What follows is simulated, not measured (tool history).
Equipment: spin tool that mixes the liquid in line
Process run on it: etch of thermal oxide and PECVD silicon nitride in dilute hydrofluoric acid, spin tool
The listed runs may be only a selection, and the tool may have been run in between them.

run    day  temperature setpoint of the liquid (C)  parts of water to one part of 49 % hydrofluoric acid (parts by volume)  time under the liquid (s)  thickness taken off the thermal oxide on a monitor wafer (Å)  thickness taken off the PECVD silicon nitride on a monitor wafer (Å)
  1      0                                      23                                                                     150                        180                                                        46.684                                                                41.329
  2  0.346                                    24.5                                                                     155                        180                                                        46.743                                                                43.058
  3   0.65                                    24.5                                                                     155                        150                                                        38.707                                                                36.326
  4  1.004                                    24.5                                                                     175                        150                                                        33.801                                                                32.508
  5  1.338                                      26                                                                     170                        150                                                        36.913                                                                37.122
  6  1.496                                      26                                                                     200                        150                                                        30.294                                                                30.817

Run 7, settings as shown, results not yet in. Your forecast:
  7  1.696                                      30                                                                     140                        150                                                             ?                                                                     ?

thickness taken off the thermal oxide on a monitor wafer (Å): 54.004
thickness taken off the PECVD silicon nitride on a monitor wafer (Å): 56.804
